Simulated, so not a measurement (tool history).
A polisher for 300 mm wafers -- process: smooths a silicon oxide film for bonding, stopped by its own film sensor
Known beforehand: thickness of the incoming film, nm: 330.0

run  hour  flow of slurry (ml/min)  pressure of the wafer on the pad (kPa)  speed of the pad under the wafer (cm/s)  abrasive content of the slurry  target thickness at which the film sensor stops the polish (nm)  time until the film sensor stopped the polish (s)
  1     0                      240                                    13.8                                      100                               1                                                              297                                             46.977
  2   2.6                      240                                    13.8                                      100                               1                                                              301                                             41.512
  3   7.2                      270                                    13.8                                      100                               1                                                              301                                             41.796
  4  15.2                      270                                    13.1                                       98                               1                                                              301                                             44.188
  5  20.3                      270                                    13.1                                       98                             1.1                                                              301                                             43.306
  6  25.4                      270                                    13.1                                      116                             1.1                                                              301                                             38.053
  7  32.9                      270                                    12.4                                      114                             1.1                                                              301                                             40.128

The next listed run, before its measurement:
  8  34.5                      270                                    11.7                                      112                             1.1                                                              301                                                  ?

Logged for run 8: time until the film sensor stopped the polish (s) 44.77.

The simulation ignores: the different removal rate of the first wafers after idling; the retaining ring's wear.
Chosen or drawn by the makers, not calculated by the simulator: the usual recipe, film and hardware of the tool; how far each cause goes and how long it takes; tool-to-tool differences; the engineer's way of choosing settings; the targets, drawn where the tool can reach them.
